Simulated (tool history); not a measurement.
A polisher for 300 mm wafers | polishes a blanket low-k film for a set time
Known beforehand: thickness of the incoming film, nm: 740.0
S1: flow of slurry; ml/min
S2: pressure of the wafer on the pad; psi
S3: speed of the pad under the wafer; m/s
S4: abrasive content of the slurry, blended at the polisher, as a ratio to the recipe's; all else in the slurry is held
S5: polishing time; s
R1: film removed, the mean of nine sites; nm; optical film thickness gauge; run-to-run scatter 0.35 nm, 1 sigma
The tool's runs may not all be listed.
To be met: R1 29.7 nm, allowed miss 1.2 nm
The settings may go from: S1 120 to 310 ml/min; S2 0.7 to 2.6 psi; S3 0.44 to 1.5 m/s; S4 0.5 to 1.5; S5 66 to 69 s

run	day	S1	S2	S3	S4	S5	R1
1	0	200	1.6	0.96	1	66	21.172
2	0.038	200	1.7	0.96	1	66	22.498
3	0.246	200	1.8	0.96	1	66	23.585
4	0.317	200	1.8	1.16	1	66	26.709
5	0.462	200	1.8	1.16	1.05	66	28.38
6	0.571	200	1.8	1.04	1.05	66	25.004
7	0.908	200	1.9	1.04	1.05	66	26.556
8	1.004	205	2	1.04	1.05	66	28.268

Consider the 5 candidate settings below. Which is the only one whose results all fall within their allowed miss of target?
A	1.1	245	1.9	1.1	1.25	68	?
B	1.1	185	1.8	1.22	1	69	?
C	1.1	190	2.2	1.18	0.9	68	?
D	1.1	200	1.9	1.04	1.1	67	?
E	1.1	210	2.1	1.16	1	68	?

move	R1
A	31.998
B	29.166
C	32.455
D	27.785
E	32.693
A: the result that was furthest off in the last run now lies on the other side of its target
B: all results in spec
C: the result that was furthest off in the last run now lies on the other side of its target
D: further off than the last run
E: the result that was furthest off in the last run now lies on the other side of its target
So the answer is move B, the one that meets all the targets.

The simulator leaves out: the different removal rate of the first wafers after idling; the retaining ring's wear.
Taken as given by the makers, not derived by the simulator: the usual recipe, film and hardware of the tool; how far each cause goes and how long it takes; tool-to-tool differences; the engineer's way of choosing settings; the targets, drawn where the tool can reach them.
